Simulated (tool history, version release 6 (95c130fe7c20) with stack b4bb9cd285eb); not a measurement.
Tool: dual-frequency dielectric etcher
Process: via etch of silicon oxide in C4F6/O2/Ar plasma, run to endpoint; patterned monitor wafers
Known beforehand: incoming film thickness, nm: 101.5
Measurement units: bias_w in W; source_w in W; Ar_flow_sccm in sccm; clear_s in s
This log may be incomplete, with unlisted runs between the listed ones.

Run 1, hour 0.0: bias_w 536 W, source_w 250 W, Ar_flow_sccm 252 sccm. Result: clear_s 24.970 s.
Run 2, hour 1.1: bias_w 519 W, source_w 250 W, Ar_flow_sccm 253 sccm. Result: clear_s 25.268 s.
Run 3, hour 4.3: bias_w 477 W, source_w 250 W, Ar_flow_sccm 253 sccm. Result: clear_s 25.606 s.
Run 4, hour 10.9: bias_w 477 W, source_w 270 W, Ar_flow_sccm 253 sccm. Result: clear_s 25.360 s.
Run 5, hour 17.0: bias_w 477 W, source_w 270 W, Ar_flow_sccm 276 sccm. Result: clear_s 25.253 s.
Run 6, hour 21.7: bias_w 462 W, source_w 260 W, Ar_flow_sccm 277 sccm. Result: clear_s 26.195 s.

Expected results for the next run?
Run 7, hour 24.3: bias_w 451 W, source_w 260 W, Ar_flow_sccm 278 sccm. Result: clear_s ?.

clear_s: 26.420 s
